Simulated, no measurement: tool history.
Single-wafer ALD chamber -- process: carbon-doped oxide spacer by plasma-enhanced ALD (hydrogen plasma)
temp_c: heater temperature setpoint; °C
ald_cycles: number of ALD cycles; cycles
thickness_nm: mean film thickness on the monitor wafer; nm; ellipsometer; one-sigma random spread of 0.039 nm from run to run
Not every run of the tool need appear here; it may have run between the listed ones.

run  hour  temp_c  ald_cycles  thickness_nm
  1     0     390         422        21.936
  2   3.5     390         390        20.341
  3   5.4     390         366         19.07
  4   8.6     381         366        19.072
  5  16.8     381         408        21.269
  6  23.9     370         408        21.284
  7  30.4     370         380        19.869
  8    39     370         360        18.822
  9  47.8     370         360        18.852
 10  52.9     370         347        18.128
 11  61.4     370         339        17.723

Estimate the outcome of run 12 from the log above:
 12  62.9     370         334             ?

Run 12 came out at thickness_nm 17.412 nm.
